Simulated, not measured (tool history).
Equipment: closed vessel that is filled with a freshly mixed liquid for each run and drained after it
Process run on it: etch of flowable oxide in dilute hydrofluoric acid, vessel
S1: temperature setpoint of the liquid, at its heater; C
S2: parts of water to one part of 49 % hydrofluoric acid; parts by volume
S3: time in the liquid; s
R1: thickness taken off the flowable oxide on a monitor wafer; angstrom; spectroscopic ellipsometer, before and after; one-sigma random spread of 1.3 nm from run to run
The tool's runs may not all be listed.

run 1 hour=0.0 | S1=23.0 S2=95 S3=295 | R1=700.60
run 2 hour=5.9 | S1=25.0 S2=95 S3=295 | R1=763.99
run 3 hour=8.1 | S1=25.0 S2=95 S3=295 | R1=751.33
run 4 hour=13.6 | S1=25.0 S2=115 S3=295 | R1=610.20
run 5 hour=21.5 | S1=26.0 S2=100 S3=295 | R1=728.32
run 6 hour=24.9 | S1=26.0 S2=100 S3=295 | R1=739.19
run 7 hour=32.5 | S1=27.0 S2=90 S3=295 | R1=869.31
run 8 hour=36.5 | S1=27.5 S2=85 S3=295 | R1=945.13

Run 9 has not been measured yet. What should we expect?
run 9 hour=39.4 | S1=28.0 S2=80 S3=295 | R1=?

Run 9 produced R1 1029.30 angstrom.
